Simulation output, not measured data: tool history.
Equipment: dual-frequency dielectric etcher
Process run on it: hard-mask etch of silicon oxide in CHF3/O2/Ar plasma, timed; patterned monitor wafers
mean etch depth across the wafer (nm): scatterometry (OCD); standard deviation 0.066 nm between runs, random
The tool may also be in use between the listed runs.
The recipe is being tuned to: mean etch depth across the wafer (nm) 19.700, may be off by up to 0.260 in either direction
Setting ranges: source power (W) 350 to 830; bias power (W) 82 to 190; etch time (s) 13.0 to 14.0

run  hour  source power (W)  bias power (W)  etch time (s)  mean etch depth across the wafer (nm)
  1   0.0               590             136           14.0                                 23.342
  2   0.8               590             119           14.0                                 22.700
  3   5.1               560             118           14.0                                 22.071
  4  13.9               560             105           14.0                                 21.455
  5  21.2               640             105           14.0                                 22.798
  6  28.6               610             104           14.0                                 22.175
  7  36.7               590             103           14.0                                 21.830
  8  38.5               570             103           14.0                                 21.501
  9  44.6               570             103           14.0                                 21.550
 10  46.9               550             103           14.0                                 21.271
 11  49.3               530             103           14.0                                 20.953
 12  51.0               520             103           14.0                                 20.768
 13  53.6               520             103           14.0                                 20.697

Consider the 5 candidate settings below. Which is the only one whose results all fall within their allowed miss of target?
  A  56.2               530              89           14.0                                      ?
  B  56.2               510              98           13.5                                      ?
  C  56.2               600              86           13.5                                      ?
  D  56.2               560             111           13.0                                      ?
  E  56.2               600             104           13.0                                      ?

move  mean etch depth across the wafer (nm)
   A                                 20.274
   B                                 19.669
   C                                 20.413
   D                                 20.259
   E                                 20.513
A: an improvement on the last run, though not all results are within tolerance
B: meets every target
C: an improvement on the last run, though not all results are within tolerance
D: an improvement on the last run, though not all results are within tolerance
E: an improvement on the last run, though not all results are within tolerance
B is the move that brings every result within its allowed miss.

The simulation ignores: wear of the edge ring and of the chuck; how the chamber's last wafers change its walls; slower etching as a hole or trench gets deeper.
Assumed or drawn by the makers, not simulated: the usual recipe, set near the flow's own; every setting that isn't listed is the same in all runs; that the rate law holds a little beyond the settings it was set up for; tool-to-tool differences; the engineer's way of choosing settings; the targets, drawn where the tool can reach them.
